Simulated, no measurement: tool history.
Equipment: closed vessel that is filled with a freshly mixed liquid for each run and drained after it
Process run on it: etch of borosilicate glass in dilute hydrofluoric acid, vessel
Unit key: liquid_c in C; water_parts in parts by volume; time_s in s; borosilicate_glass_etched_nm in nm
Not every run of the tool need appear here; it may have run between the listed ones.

run	day	liquid_c	water_parts	time_s	borosilicate_glass_etched_nm
1	0.000	25.0	70	90	29.823
2	0.121	27.0	65	90	35.289
3	0.492	30.5	65	90	39.584
4	0.738	30.5	90	90	27.600
5	1.083	33.0	90	90	30.373
6	1.371	33.0	90	90	30.751

Estimate the outcome of run 7 from the log above:
7	1.583	33.0	85	90	?

borosilicate_glass_etched_nm: 32.591 nm

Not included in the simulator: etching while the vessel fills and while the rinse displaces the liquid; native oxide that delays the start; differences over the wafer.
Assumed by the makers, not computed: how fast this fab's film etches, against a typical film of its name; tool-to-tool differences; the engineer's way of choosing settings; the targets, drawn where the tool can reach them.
